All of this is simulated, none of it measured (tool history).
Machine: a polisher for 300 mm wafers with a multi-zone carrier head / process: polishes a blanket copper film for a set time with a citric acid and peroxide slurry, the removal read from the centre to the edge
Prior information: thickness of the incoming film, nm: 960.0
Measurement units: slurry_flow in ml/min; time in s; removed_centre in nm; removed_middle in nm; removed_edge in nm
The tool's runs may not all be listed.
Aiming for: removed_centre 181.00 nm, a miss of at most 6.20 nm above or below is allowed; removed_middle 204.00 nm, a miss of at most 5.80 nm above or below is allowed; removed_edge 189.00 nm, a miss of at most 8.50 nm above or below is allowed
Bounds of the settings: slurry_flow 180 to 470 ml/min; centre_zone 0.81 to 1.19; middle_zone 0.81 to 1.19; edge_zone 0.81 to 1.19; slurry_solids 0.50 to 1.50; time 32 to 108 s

run,hour,slurry_flow,centre_zone,middle_zone,edge_zone,slurry_solids,time,removed_centre,removed_middle,removed_edge
1,0.0,300,1.00,1.00,1.00,1.00,70,157.98,152.97,150.10
2,0.8,305,1.00,1.03,1.03,1.10,71,163.21,161.36,159.29
3,6.0,305,0.94,1.03,1.03,1.10,71,153.08,162.07,159.48
4,13.7,310,0.95,1.06,1.04,1.15,71,156.67,166.49,163.34
5,15.3,315,0.95,1.08,1.04,1.20,72,160.12,173.03,163.99
6,17.3,270,0.95,1.08,1.04,1.20,72,159.12,171.69,163.79
7,24.9,270,0.95,1.10,1.05,1.25,73,162.76,177.96,169.54
8,26.7,270,0.95,1.12,1.06,1.30,73,160.72,182.41,171.59
9,27.4,270,0.97,1.13,1.07,1.35,73,167.57,184.96,170.27
10,29.8,270,0.97,1.14,1.08,1.40,74,171.98,193.58,181.45

Which one of the following 5 next-run settings gets every result inside its allowed miss? There is exactly one.
A,32.2,215,0.93,1.13,1.10,1.20,76,?,?,?
B,32.2,270,0.97,1.03,1.08,1.35,78,?,?,?
C,32.2,225,0.95,1.13,1.02,1.30,82,?,?,?
D,32.2,265,0.98,1.16,1.06,1.35,75,?,?,?
E,32.2,270,0.87,0.97,1.19,1.45,80,?,?,?

move,removed_centre,removed_middle,removed_edge
A,161.88,186.75,179.79
B,181.31,184.91,190.32
C,182.15,205.59,190.61
D,176.00,196.52,180.81
E,169.01,182.99,208.09
A: lands further from the targets than the last run did
B: lands further from the targets than the last run did
C: all results land within tolerance of their targets
D: better than the last run, though not everything is in spec
E: lands further from the targets than the last run did
Correct choice: C, which meets every target

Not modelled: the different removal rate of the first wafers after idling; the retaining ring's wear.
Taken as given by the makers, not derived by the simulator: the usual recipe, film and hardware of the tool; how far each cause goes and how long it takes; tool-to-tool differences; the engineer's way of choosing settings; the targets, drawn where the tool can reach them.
